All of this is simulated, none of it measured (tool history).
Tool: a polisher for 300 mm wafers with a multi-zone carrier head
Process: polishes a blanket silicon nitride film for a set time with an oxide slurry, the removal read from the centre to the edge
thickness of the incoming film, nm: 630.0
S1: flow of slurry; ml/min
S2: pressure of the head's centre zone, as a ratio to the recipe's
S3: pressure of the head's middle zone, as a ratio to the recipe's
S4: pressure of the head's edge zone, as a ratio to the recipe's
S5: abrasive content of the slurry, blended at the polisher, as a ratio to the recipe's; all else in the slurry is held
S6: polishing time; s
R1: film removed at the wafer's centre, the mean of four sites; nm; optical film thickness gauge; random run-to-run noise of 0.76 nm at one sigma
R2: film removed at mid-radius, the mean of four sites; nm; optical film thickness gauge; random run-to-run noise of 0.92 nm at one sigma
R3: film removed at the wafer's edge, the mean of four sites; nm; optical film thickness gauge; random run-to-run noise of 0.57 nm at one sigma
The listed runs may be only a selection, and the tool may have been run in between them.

Run 1, day 0: S1 120 ml/min, S2 1, S3 1, S4 1, S5 1, S6 68 s. Result: R1 48.216 nm, R2 49.238 nm, R3 49.054 nm.
Run 2, day 0.112: S1 100 ml/min, S2 1, S3 1, S4 1, S5 1, S6 68 s. Result: R1 45.747 nm, R2 45.992 nm, R3 47.516 nm.
Run 3, day 0.392: S1 100 ml/min, S2 1, S3 1, S4 0.93, S5 1, S6 68 s. Result: R1 46.15 nm, R2 46.134 nm, R3 45.573 nm.
Run 4, day 0.479: S1 100 ml/min, S2 1, S3 1, S4 0.96, S5 1, S6 68 s. Result: R1 44.372 nm, R2 47.834 nm, R3 47.466 nm.
Run 5, day 0.825: S1 105 ml/min, S2 1.01, S3 1.01, S4 0.98, S5 1.05, S6 68 s. Result: R1 47.559 nm, R2 49.155 nm, R3 48.957 nm.
Run 6, day 0.879: S1 110 ml/min, S2 1.02, S3 1.02, S4 1, S5 1.1, S6 68 s. Result: R1 49 nm, R2 48.924 nm, R3 49.506 nm.

Forecast run 7:
Run 7, day 1.25: S1 120 ml/min, S2 1.02, S3 1.03, S4 1, S5 1.15, S6 69 s. Result: R1 ?, R2 ?, R3 ?.

R1: 52.181 nm
R2: 53.105 nm
R3: 51.933 nm

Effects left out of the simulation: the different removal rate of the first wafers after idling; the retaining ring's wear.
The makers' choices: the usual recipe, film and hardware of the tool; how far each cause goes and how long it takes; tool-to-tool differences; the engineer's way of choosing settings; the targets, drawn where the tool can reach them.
